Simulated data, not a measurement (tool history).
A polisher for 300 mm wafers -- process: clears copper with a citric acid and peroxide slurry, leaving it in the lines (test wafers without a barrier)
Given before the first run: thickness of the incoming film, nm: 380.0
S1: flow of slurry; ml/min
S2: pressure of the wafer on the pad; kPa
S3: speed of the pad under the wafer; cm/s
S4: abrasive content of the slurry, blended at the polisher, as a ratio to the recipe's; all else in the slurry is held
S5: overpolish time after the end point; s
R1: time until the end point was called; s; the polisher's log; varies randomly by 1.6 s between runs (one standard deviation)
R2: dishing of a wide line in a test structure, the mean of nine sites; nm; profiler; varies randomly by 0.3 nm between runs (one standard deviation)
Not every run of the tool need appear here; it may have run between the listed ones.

run	hour	S1	S2	S3	S4	S5	R1	R2
1	0	295	20.7	130	1	11	140.52	21.325
2	1.4	295	17.2	130	1	11	160.59	18.699
3	9.4	295	17.2	142	1	11	148.86	20.522
4	17.4	295	17.2	142	1	15	149.92	25.229
5	24.9	295	17.2	142	0.9	15	155.95	25.807
6	32.4	305	18.6	142	1	12	142.6	22.901
7	39	290	20	142	1.05	9	131.97	19.067
8	45.2	290	21.4	142	1.1	8	128.4	17.419
9	47	290	22.8	142	1.1	7	123.52	16.884

Forecast run 10:
10	55	290	24.1	142	1.1	6	?	?

Run 10 produced R1 112.75 s, R2 14.995 nm.

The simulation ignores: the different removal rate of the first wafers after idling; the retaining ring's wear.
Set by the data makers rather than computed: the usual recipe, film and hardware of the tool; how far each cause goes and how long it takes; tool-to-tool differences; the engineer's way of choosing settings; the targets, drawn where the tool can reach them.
